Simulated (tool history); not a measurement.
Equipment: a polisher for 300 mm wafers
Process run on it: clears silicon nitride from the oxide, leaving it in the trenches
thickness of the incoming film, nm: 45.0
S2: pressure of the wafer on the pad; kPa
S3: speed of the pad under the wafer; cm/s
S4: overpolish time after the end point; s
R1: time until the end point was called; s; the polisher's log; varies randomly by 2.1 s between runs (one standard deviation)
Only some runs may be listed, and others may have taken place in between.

Run 1, hour 0.0: flow of slurry (ml/min) 210, S2 12.4 kPa, S3 96 cm/s, S4 5 s. Result: R1 75.675 s.
Run 2, hour 0.7: flow of slurry (ml/min) 210, S2 12.4 kPa, S3 96 cm/s, S4 5 s. Result: R1 75.405 s.
Run 3, hour 8.0: flow of slurry (ml/min) 210, S2 14.5 kPa, S3 96 cm/s, S4 5 s. Result: R1 63.233 s.
Run 4, hour 10.4: flow of slurry (ml/min) 210, S2 14.5 kPa, S3 76 cm/s, S4 5 s. Result: R1 81.154 s.
Run 5, hour 16.7: flow of slurry (ml/min) 185, S2 14.5 kPa, S3 76 cm/s, S4 5 s. Result: R1 79.345 s.
Run 6, hour 22.8: flow of slurry (ml/min) 185, S2 13.8 kPa, S3 76 cm/s, S4 5 s. Result: R1 86.097 s.
Run 7, hour 26.6: flow of slurry (ml/min) 185, S2 13.1 kPa, S3 76 cm/s, S4 5 s. Result: R1 91.541 s.

Run 8, settings as shown, results not yet in. Your forecast:
Run 8, hour 30.5: flow of slurry (ml/min) 185, S2 11.7 kPa, S3 74 cm/s, S4 5 s. Result: R1 ?.

{"run 8": {"R1": 106.03}}

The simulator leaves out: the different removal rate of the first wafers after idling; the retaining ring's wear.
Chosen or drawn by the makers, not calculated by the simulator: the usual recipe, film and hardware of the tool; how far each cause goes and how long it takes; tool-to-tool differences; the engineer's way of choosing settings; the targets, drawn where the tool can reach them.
